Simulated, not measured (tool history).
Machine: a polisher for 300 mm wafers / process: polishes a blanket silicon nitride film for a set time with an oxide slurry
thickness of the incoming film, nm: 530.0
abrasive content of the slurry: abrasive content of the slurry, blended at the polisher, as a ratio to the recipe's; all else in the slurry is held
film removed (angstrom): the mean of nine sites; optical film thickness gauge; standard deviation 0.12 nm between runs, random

| run | hour | flow of slurry (ml/min) | pressure of the wafer on the pad (psi) | speed of the pad under the wafer (cm/s) | abrasive content of the slurry | polishing time (s) | film removed (angstrom) |
|---|---|---|---|---|---|---|---|
| 1 | 0.0 | 260 | 4.2 | 104 | 1.00 | 47 | 391.27 |
| 2 | 1.9 | 260 | 5.1 | 104 | 1.00 | 47 | 474.37 |
| 3 | 9.1 | 210 | 5.1 | 104 | 1.00 | 47 | 460.24 |
| 4 | 11.2 | 210 | 5.1 | 86 | 1.00 | 47 | 398.67 |
| 5 | 17.9 | 210 | 5.1 | 100 | 1.00 | 47 | 446.88 |
| 6 | 19.4 | 205 | 4.2 | 84 | 0.95 | 47 | 310.10 |
| 7 | 26.4 | 205 | 4.2 | 84 | 0.95 | 47 | 310.41 |
| 8 | 31.7 | 200 | 3.5 | 74 | 0.95 | 47 | 234.24 |
| 9 | 35.5 | 195 | 3.0 | 70 | 0.95 | 47 | 191.90 |
| 10 | 43.3 | 190 | 2.7 | 70 | 0.95 | 47 | 174.60 |

Estimate the outcome of run 11 from the log above:
| 11 | 44.1 | 185 | 2.5 | 70 | 0.95 | 47 | ? |

Logged for run 11: film removed (angstrom) 162.39.
